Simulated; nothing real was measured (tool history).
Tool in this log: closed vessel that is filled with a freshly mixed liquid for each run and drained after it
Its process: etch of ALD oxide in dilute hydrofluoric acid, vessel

run,day,temperature setpoint of the liquid (C),parts of water to one part of 49 % hydrofluoric acid (parts by volume),time in the liquid (s),thickness taken off the ALD oxide on a monitor wafer (nm)
1,0.000,20.0,85,360,83.049
2,0.038,19.5,90,360,76.029
3,0.100,19.0,95,360,69.892
4,0.333,18.5,100,360,64.928
5,0.683,18.5,100,390,69.926
6,0.758,18.0,105,390,65.225
7,1.096,18.0,110,390,61.938
8,1.254,18.0,115,390,59.051

Run 9 is up next; what results do you expect?
9,1.438,18.0,120,390,?

Run 9 measured thickness taken off the ALD oxide on a monitor wafer (nm) 55.978.
